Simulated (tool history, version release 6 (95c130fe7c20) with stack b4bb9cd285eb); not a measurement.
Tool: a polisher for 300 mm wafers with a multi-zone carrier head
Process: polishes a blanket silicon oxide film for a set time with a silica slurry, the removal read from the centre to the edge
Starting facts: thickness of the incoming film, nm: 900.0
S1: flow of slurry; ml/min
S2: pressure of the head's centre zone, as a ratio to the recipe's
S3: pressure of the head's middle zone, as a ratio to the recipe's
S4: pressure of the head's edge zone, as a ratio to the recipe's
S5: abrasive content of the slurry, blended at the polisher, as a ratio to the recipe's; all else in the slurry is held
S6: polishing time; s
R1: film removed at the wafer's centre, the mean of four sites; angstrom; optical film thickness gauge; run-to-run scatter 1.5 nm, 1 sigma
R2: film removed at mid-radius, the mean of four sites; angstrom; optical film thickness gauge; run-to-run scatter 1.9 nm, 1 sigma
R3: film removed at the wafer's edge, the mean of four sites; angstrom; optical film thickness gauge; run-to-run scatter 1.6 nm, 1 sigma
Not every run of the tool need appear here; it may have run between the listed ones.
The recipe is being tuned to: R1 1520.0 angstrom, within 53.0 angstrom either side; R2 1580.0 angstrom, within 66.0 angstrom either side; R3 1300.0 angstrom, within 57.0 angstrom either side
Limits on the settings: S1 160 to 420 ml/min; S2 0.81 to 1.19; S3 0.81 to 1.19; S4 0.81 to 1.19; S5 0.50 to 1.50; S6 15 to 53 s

Run 1, hour 0.0: S1 270 ml/min, S2 1.00, S3 1.00, S4 1.00, S5 1.00, S6 34 s. Result: R1 1659.8 angstrom, R2 1657.0 angstrom, R3 1606.5 angstrom.
Run 2, hour 6.7: S1 310 ml/min, S2 1.00, S3 1.00, S4 1.00, S5 1.00, S6 34 s. Result: R1 1673.8 angstrom, R2 1676.4 angstrom, R3 1632.1 angstrom.
Run 3, hour 10.0: S1 310 ml/min, S2 1.00, S3 1.00, S4 1.00, S5 1.00, S6 27 s. Result: R1 1320.6 angstrom, R2 1293.0 angstrom, R3 1289.6 angstrom.
Run 4, hour 15.9: S1 310 ml/min, S2 0.97, S3 1.00, S4 1.00, S5 1.00, S6 27 s. Result: R1 1295.0 angstrom, R2 1326.3 angstrom, R3 1272.8 angstrom.
Run 5, hour 23.2: S1 310 ml/min, S2 0.97, S3 1.00, S4 1.00, S5 0.90, S6 27 s. Result: R1 1216.5 angstrom, R2 1291.8 angstrom, R3 1208.2 angstrom.
Run 6, hour 24.7: S1 310 ml/min, S2 0.98, S3 1.02, S4 0.98, S5 0.90, S6 27 s. Result: R1 1235.7 angstrom, R2 1289.7 angstrom, R3 1223.5 angstrom.
Run 7, hour 33.4: S1 300 ml/min, S2 0.99, S3 1.04, S4 0.96, S5 0.90, S6 27 s. Result: R1 1241.9 angstrom, R2 1297.5 angstrom, R3 1205.6 angstrom.
Run 8, hour 34.6: S1 300 ml/min, S2 1.00, S3 1.06, S4 0.94, S5 0.90, S6 27 s. Result: R1 1253.6 angstrom, R2 1319.2 angstrom, R3 1199.7 angstrom.
Run 9, hour 37.6: S1 300 ml/min, S2 1.01, S3 1.08, S4 0.92, S5 0.90, S6 27 s. Result: R1 1250.1 angstrom, R2 1372.1 angstrom, R3 1174.5 angstrom.
At hour 41.3: worn pad replaced by a new one.
Run 10, hour 41.3: S1 300 ml/min, S2 1.03, S3 1.09, S4 0.92, S5 0.90, S6 27 s. Result: R1 1418.9 angstrom, R2 1488.9 angstrom, R3 1269.9 angstrom.

Exactly one of the 5 candidate moves below puts every result within its allowed miss. Which one?
Run A, hour 45.0: S1 295 ml/min, S2 1.05, S3 1.11, S4 0.91, S5 0.90, S6 31 s. Result: R1 ?, R2 ?, R3 ?.
Run B, hour 45.0: S1 360 ml/min, S2 0.99, S3 1.05, S4 0.86, S5 1.10, S6 29 s. Result: R1 ?, R2 ?, R3 ?.
Run C, hour 45.0: S1 340 ml/min, S2 1.12, S3 1.19, S4 1.04, S5 1.00, S6 25 s. Result: R1 ?, R2 ?, R3 ?.
Run D, hour 45.0: S1 295 ml/min, S2 1.01, S3 1.07, S4 0.91, S5 0.90, S6 30 s. Result: R1 ?, R2 ?, R3 ?.
Run E, hour 45.0: S1 300 ml/min, S2 1.05, S3 0.96, S4 0.92, S5 0.85, S6 31 s. Result: R1 ?, R2 ?, R3 ?.

move      R1      R2      R3
   A  1657.2  1724.0  1465.0
   B  1629.3  1713.4  1488.9
   C  1519.3  1568.7  1320.0
   D  1541.8  1617.2  1418.5
   E  1613.7  1485.5  1436.2
A: pushes the last run's worst result past its target
B: pushes the last run's worst result past its target
C: meets every target
D: corrects the largest miss of the last run, while another result sits out of spec
E: pushes the last run's worst result past its target
The right move is C.

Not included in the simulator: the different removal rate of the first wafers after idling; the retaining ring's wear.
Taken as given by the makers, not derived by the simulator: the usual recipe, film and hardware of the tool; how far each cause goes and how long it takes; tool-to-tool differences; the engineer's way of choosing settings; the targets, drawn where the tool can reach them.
